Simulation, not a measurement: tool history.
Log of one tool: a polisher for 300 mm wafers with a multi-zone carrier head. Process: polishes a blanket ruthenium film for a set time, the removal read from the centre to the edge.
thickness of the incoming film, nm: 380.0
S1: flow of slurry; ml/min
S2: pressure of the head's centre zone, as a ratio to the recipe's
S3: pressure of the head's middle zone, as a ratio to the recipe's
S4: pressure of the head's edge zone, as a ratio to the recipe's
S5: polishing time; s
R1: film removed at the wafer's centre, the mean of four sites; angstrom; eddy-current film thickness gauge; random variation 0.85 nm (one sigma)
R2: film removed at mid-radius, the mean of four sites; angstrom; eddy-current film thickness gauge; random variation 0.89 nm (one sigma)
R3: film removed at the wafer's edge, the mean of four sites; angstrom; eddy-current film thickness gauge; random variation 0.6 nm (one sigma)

run,hour,S1,S2,S3,S4,S5,R1,R2,R3
1,0.0,300,1.00,1.00,1.00,68,589.38,623.24,635.97
2,6.1,305,1.02,1.00,1.00,69,597.97,632.66,640.60
3,13.9,365,1.02,1.00,1.00,69,608.90,651.25,657.87
4,17.6,360,1.04,0.99,0.99,70,630.30,649.76,657.60
5,23.9,360,1.06,0.98,0.99,71,657.13,652.79,675.77
6,28.4,360,1.06,0.98,0.99,82,734.99,743.82,777.27
7,30.5,355,1.07,0.97,0.98,82,746.23,744.38,774.73
8,38.5,350,1.08,0.96,0.97,82,772.20,746.25,765.76
9,42.7,345,1.08,0.95,0.97,82,749.81,743.50,772.12
10,48.8,350,1.09,0.94,0.96,81,757.82,719.79,754.75

Forecast run 11:
11,49.5,350,1.10,0.93,0.95,81,?,?,?

{"run 11": {"R1": 753.26, "R2": 725.55, "R3": 753.75}}
